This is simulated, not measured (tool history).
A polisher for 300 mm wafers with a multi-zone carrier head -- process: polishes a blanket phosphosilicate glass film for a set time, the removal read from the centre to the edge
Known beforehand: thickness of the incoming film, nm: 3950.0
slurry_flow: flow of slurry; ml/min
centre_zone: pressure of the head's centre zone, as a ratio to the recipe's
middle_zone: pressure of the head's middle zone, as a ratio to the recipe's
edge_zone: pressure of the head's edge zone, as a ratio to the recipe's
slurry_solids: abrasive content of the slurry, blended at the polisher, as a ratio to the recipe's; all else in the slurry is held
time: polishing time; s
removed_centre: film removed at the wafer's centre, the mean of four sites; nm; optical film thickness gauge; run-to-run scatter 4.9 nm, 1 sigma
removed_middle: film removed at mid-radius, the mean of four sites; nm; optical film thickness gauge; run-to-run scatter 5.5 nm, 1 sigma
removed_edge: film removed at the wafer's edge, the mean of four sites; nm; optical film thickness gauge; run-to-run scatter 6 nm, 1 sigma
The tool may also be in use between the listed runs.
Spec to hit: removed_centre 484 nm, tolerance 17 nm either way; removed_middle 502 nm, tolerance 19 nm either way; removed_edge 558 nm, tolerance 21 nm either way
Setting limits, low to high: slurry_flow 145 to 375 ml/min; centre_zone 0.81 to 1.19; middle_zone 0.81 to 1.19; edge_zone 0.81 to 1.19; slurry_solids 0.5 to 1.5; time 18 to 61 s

| run | day | slurry_flow | centre_zone | middle_zone | edge_zone | slurry_solids | time | removed_centre | removed_middle | removed_edge |
|---|---|---|---|---|---|---|---|---|---|---|
| 1 | 0 | 240 | 1 | 1 | 1 | 1 | 39 | 397.71 | 372.96 | 393.67 |
| 2 | 0.304 | 240 | 1.08 | 1 | 1 | 1 | 39 | 415.77 | 387.54 | 393.22 |
| 3 | 0.325 | 180 | 1.08 | 1 | 1 | 1 | 39 | 400.23 | 373.64 | 382.39 |
| 4 | 0.542 | 185 | 1.05 | 1.02 | 1.04 | 1.1 | 39 | 414.4 | 397.19 | 412 |
| 5 | 0.912 | 185 | 1.05 | 1.02 | 1.04 | 1.3 | 39 | 453.53 | 431.41 | 449.14 |
| 6 | 1.062 | 185 | 1.11 | 1.02 | 1.04 | 1.3 | 39 | 467.78 | 423.78 | 444.51 |
| 7 | 1.433 | 190 | 1.07 | 1.03 | 1.07 | 1.35 | 39 | 470.76 | 436.62 | 451.84 |
| 8 | 1.508 | 180 | 1.02 | 1.02 | 1.07 | 1.4 | 40 | 468.12 | 440.53 | 475.37 |
| 9 | 1.729 | 175 | 0.99 | 1.03 | 1.08 | 1.4 | 41 | 456.9 | 454.35 | 488.54 |

Exactly one of the 5 candidate moves below puts every result within its allowed miss. Which one?
| A | 1.95 | 215 | 1.13 | 1.07 | 0.95 | 1.5 | 38 | ? | ? | ? |
| B | 1.95 | 145 | 0.81 | 0.87 | 1.16 | 1.4 | 51 | ? | ? | ? |
| C | 1.95 | 200 | 0.9 | 1.03 | 1.06 | 1.5 | 41 | ? | ? | ? |
| D | 1.95 | 195 | 1.17 | 1.05 | 0.89 | 1.35 | 37 | ? | ? | ? |
| E | 1.95 | 160 | 0.91 | 0.93 | 1.05 | 1.5 | 47 | ? | ? | ? |

| move | removed_centre | removed_middle | removed_edge |
|---|---|---|---|
| A | 506.31 | 461.05 | 451.26 |
| B | 439.89 | 507.91 | 607.73 |
| C | 429.53 | 483.01 | 503.46 |
| D | 481.17 | 419.38 | 406.89 |
| E | 478.64 | 506.76 | 561.03 |
A: lands further from the targets than the last run did
B: takes the result that was furthest off past its target
C: about as far from the targets as the last run
D: lands further from the targets than the last run did
E: in spec on every target
Move E is the one to make.
